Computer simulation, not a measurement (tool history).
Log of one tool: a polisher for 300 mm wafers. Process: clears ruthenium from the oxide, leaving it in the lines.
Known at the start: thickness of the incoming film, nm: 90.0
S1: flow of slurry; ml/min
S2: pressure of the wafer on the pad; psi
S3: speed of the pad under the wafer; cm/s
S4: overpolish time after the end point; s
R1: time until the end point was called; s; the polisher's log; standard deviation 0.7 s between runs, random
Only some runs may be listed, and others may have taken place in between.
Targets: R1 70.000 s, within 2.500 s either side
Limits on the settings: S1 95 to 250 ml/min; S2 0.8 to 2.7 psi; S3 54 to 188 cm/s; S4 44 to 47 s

run    day   S1   S2   S3  S4      R1
  1  0.000  160  1.7  120  44  84.497
  2  0.329  165  1.8  120  44  77.931
  3  0.512  145  1.8  120  44  80.628
  4  0.808  145  1.8  120  44  80.810
  5  0.917  145  1.6  120  44  88.813
  6  1.033  150  1.7  120  44  84.990
  7  1.058  160  1.8  120  44  78.944
  8  1.096  170  1.8  120  44  77.525
  9  1.262  180  1.8  120  44  76.115

Consider the 4 candidate settings below. Which is the only one whose results all fall within their allowed miss of target?
  A  1.429  125  2.3  120  47   ?
  B  1.429  150  2.3  118  47   ?
  C  1.429  180  1.8  134  44   ?
  D  1.429  200  2.0  108  44   ?

move      R1
   A  64.808
   B  63.600
   C  69.461
   D  75.875
A: carries the result that was furthest off beyond its target, to the other side
B: carries the result that was furthest off beyond its target, to the other side
C: every result within its allowed miss
D: roughly where the last run was
The right move is C.
